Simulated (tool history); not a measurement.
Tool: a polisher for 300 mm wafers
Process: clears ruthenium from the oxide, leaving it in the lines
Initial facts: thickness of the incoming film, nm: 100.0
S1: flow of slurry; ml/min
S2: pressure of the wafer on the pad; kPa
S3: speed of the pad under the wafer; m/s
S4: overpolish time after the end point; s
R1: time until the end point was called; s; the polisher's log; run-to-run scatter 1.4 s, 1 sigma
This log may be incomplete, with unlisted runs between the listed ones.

Run 1, hour 0: S1 190 ml/min, S2 9.7 kPa, S3 1.04 m/s, S4 30 s. Result: R1 152.19 s.
Run 2, hour 5.2: S1 190 ml/min, S2 10.3 kPa, S3 1.04 m/s, S4 30 s. Result: R1 143.06 s.
Run 3, hour 9.5: S1 190 ml/min, S2 9 kPa, S3 1.04 m/s, S4 30 s. Result: R1 163.4 s.
Run 4, hour 12.4: S1 190 ml/min, S2 9 kPa, S3 0.8 m/s, S4 30 s. Result: R1 205.67 s.
Run 5, hour 13.9: S1 190 ml/min, S2 9.7 kPa, S3 0.82 m/s, S4 30 s. Result: R1 190.97 s.
Run 6, hour 22: S1 190 ml/min, S2 10.3 kPa, S3 0.84 m/s, S4 30 s. Result: R1 171.74 s.
Run 7, hour 30.4: S1 190 ml/min, S2 11 kPa, S3 0.84 m/s, S4 30 s. Result: R1 164.13 s.
At hour 32.3: worn pad replaced by a new one.
Run 8, hour 32.3: S1 190 ml/min, S2 11.7 kPa, S3 0.86 m/s, S4 30 s. Result: R1 138.1 s.

Expected results for the next run?
Run 9, hour 34: S1 190 ml/min, S2 13.1 kPa, S3 0.88 m/s, S4 30 s. Result: R1 ?.

Run 9 measured R1 125.34 s.
